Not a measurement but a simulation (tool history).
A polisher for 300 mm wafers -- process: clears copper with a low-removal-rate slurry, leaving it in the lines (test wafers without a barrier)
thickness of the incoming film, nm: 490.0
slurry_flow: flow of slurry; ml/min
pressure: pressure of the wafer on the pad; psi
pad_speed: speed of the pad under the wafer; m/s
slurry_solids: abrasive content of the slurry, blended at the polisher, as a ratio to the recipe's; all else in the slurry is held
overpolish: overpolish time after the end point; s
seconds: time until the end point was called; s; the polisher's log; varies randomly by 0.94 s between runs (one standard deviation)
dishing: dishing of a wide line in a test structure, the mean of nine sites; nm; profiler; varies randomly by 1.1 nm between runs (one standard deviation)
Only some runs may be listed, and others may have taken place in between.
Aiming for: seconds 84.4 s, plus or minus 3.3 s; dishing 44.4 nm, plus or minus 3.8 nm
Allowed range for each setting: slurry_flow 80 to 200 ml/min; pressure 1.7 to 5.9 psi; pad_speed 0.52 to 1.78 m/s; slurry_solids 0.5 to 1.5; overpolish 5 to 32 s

run 1 hour=0 | slurry_flow=130 pressure=3.8 pad_speed=1.14 slurry_solids=1 overpolish=16 | seconds=131.82 dishing=42.236
run 2 hour=2.9 | slurry_flow=130 pressure=3.8 pad_speed=1.14 slurry_solids=1.1 overpolish=16 | seconds=128.85 dishing=42.628
run 3 hour=7 | slurry_flow=130 pressure=3.8 pad_speed=1.14 slurry_solids=1.1 overpolish=10 | seconds=127.62 dishing=29.058
run 4 hour=13.6 | slurry_flow=130 pressure=3.8 pad_speed=1.14 slurry_solids=1.1 overpolish=5 | seconds=128.49 dishing=15.147
run 5 hour=16.6 | slurry_flow=130 pressure=3.8 pad_speed=1.14 slurry_solids=1.1 overpolish=5 | seconds=130.34 dishing=15.72
run 6 hour=17.3 | slurry_flow=130 pressure=4.1 pad_speed=1.14 slurry_solids=1.1 overpolish=6 | seconds=122.11 dishing=19.738
run 7 hour=18.8 | slurry_flow=130 pressure=4.4 pad_speed=1.14 slurry_solids=1.1 overpolish=6 | seconds=112.93 dishing=20.123
run 8 hour=19.6 | slurry_flow=135 pressure=5.4 pad_speed=1.2 slurry_solids=1.1 overpolish=14 | seconds=92.136 dishing=51.245
run 9 hour=25.2 | slurry_flow=135 pressure=5.5 pad_speed=1.2 slurry_solids=1.1 overpolish=14 | seconds=90.514 dishing=50.142
run 10 hour=28.9 | slurry_flow=140 pressure=5.7 pad_speed=1.2 slurry_solids=1.1 overpolish=13 | seconds=86.984 dishing=49.051

Exactly one of the 4 candidate moves below puts every result within its allowed miss. Which one?
run A hour=32.6 | slurry_flow=125 pressure=5.9 pad_speed=1.26 slurry_solids=1 overpolish=11 | seconds=? dishing=?
run B hour=32.6 | slurry_flow=155 pressure=5.9 pad_speed=1.24 slurry_solids=1.05 overpolish=14 | seconds=? dishing=?
run C hour=32.6 | slurry_flow=145 pressure=5.7 pad_speed=1.34 slurry_solids=1.1 overpolish=10 | seconds=? dishing=?
run D hour=32.6 | slurry_flow=135 pressure=5.9 pad_speed=1.34 slurry_solids=1.25 overpolish=10 | seconds=? dishing=?

move=A seconds=85.771 dishing=42.714
move=B seconds=82.31 dishing=52.787
move=C seconds=79.413 dishing=42.072
move=D seconds=76.004 dishing=43.573
A: all results in spec
B: the biggest miss grows against the last run
C: brings the last run's worst result on target, with another outside its allowed miss
D: brings the last run's worst result on target, with another outside its allowed miss
Correct choice: A, which meets every target
